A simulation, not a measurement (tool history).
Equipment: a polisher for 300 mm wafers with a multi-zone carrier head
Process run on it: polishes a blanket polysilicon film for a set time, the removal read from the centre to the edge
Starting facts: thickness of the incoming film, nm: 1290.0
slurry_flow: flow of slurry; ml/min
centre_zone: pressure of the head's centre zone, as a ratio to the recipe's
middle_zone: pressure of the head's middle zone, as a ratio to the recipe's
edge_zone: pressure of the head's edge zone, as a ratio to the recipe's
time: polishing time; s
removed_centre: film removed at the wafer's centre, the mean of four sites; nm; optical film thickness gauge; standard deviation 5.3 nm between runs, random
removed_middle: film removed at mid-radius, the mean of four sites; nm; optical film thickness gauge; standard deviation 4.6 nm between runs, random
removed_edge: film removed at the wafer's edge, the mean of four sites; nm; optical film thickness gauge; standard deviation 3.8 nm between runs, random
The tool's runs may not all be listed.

run,hour,slurry_flow,centre_zone,middle_zone,edge_zone,time,removed_centre,removed_middle,removed_edge
1,0.0,185,1.00,1.00,1.00,70,489.96,492.38,480.71
2,2.7,185,1.01,1.00,0.98,68,488.98,470.92,456.70
3,4.4,180,1.01,1.00,0.96,67,469.04,451.15,438.17
4,11.5,175,1.01,1.00,0.94,66,456.21,459.25,439.28
5,13.9,200,1.01,1.00,0.94,66,467.95,463.73,444.40
6,20.0,195,1.02,1.00,0.92,65,467.10,456.36,428.80
7,26.8,190,1.03,1.00,0.91,64,449.76,446.91,428.28

Predict the results of run 8:
8,35.6,200,1.05,1.01,0.91,61,?,?,?

Run 8 came out at removed_centre 449.06 nm, removed_middle 432.19 nm, removed_edge 406.10 nm.
